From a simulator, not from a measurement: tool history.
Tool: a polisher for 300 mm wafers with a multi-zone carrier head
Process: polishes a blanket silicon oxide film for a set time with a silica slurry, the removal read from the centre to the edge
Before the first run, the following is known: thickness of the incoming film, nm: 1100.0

run	hour	flow of slurry (ml/min)	pressure of the head's centre zone	pressure of the head's middle zone	pressure of the head's edge zone	abrasive content of the slurry	polishing time (s)	film removed at the wafer's centre (angstrom)	film removed at mid-radius (angstrom)	film removed at the wafer's edge (angstrom)
1	0	130	1	1	1	1	83	3367.2	3323.8	3407.3
2	8.2	130	1	0.94	1	1	83	3326.7	3208.7	3317.3
3	10.1	135	1.01	0.97	1.04	1.1	84	3574.1	3459.2	3604.5
4	15.2	155	1.01	0.97	1.04	1.1	84	3714.3	3581.5	3661.3
5	18.6	145	1.02	0.98	1.06	1.2	87	4034.5	3763.1	3933.4
6	23.2	145	1.02	0.98	1.1	1.2	87	3971.2	3840	3947.5
7	29.2	140	1.01	0.97	1.11	1.25	90	4091	3881.8	4169
8	37.2	140	1.01	0.98	1.12	1.3	92	4213.8	4097.6	4343.5

Run 9 is up next; what results do you expect?
9	45.6	145	1.01	0.98	1.13	1.35	93	?	?	?

film removed at the wafer's centre (angstrom): 4424.4
film removed at mid-radius (angstrom): 4291.2
film removed at the wafer's edge (angstrom): 4489

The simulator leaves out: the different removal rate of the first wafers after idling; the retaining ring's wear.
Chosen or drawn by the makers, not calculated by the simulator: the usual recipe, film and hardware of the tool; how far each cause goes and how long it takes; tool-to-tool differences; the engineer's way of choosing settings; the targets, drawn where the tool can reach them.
